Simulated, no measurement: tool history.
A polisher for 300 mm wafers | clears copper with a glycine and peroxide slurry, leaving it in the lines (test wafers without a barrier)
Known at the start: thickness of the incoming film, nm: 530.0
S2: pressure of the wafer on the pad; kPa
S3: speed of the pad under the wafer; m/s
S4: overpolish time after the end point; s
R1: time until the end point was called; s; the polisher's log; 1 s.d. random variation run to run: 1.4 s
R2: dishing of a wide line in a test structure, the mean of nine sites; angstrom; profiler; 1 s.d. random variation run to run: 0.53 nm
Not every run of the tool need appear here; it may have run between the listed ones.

Run 1, hour 0.0: flow of slurry (ml/min) 235, S2 23.4 kPa, S3 1.26 m/s, S4 25 s. Result: R1 64.360 s, R2 426.04 angstrom.
Run 2, hour 6.3: flow of slurry (ml/min) 235, S2 17.9 kPa, S3 1.26 m/s, S4 25 s. Result: R1 81.577 s, R2 421.96 angstrom.
Run 3, hour 10.9: flow of slurry (ml/min) 235, S2 17.9 kPa, S3 1.00 m/s, S4 25 s. Result: R1 95.551 s, R2 416.51 angstrom.
Run 4, hour 14.8: flow of slurry (ml/min) 235, S2 11.7 kPa, S3 1.00 m/s, S4 25 s. Result: R1 137.060 s, R2 364.89 angstrom.
Run 5, hour 21.7: flow of slurry (ml/min) 240, S2 11.7 kPa, S3 1.12 m/s, S4 23 s. Result: R1 128.130 s, R2 391.83 angstrom.
Run 6, hour 26.8: flow of slurry (ml/min) 230, S2 13.1 kPa, S3 1.06 m/s, S4 26 s. Result: R1 121.320 s, R2 396.02 angstrom.
Run 7, hour 32.6: flow of slurry (ml/min) 165, S2 17.2 kPa, S3 1.42 m/s, S4 14 s. Result: R1 75.609 s, R2 355.91 angstrom.
Run 8, hour 36.7: flow of slurry (ml/min) 160, S2 16.5 kPa, S3 1.48 m/s, S4 13 s. Result: R1 79.617 s, R2 353.45 angstrom.
Run 9, hour 39.0: flow of slurry (ml/min) 160, S2 15.9 kPa, S3 1.54 m/s, S4 12 s. Result: R1 77.412 s, R2 323.73 angstrom.
Run 10, hour 43.8: flow of slurry (ml/min) 160, S2 15.9 kPa, S3 1.56 m/s, S4 12 s. Result: R1 80.188 s, R2 334.85 angstrom.
Run 11, hour 45.1: flow of slurry (ml/min) 160, S2 15.9 kPa, S3 1.60 m/s, S4 12 s. Result: R1 78.603 s, R2 327.69 angstrom.
Run 12, hour 52.6: flow of slurry (ml/min) 160, S2 15.9 kPa, S3 1.64 m/s, S4 12 s. Result: R1 78.230 s, R2 338.55 angstrom.
Run 13, hour 60.0: flow of slurry (ml/min) 160, S2 15.9 kPa, S3 1.68 m/s, S4 12 s. Result: R1 74.787 s, R2 349.58 angstrom.
Run 14, hour 64.5: flow of slurry (ml/min) 160, S2 16.5 kPa, S3 1.56 m/s, S4 12 s. Result: R1 76.356 s, R2 337.23 angstrom.

Run 15 has not been measured yet. What should we expect?
Run 15, hour 65.1: flow of slurry (ml/min) 160, S2 15.9 kPa, S3 1.60 m/s, S4 12 s. Result: R1 ?, R2 ?.

Logged for run 15: R1 76.412 s, R2 336.46 angstrom.

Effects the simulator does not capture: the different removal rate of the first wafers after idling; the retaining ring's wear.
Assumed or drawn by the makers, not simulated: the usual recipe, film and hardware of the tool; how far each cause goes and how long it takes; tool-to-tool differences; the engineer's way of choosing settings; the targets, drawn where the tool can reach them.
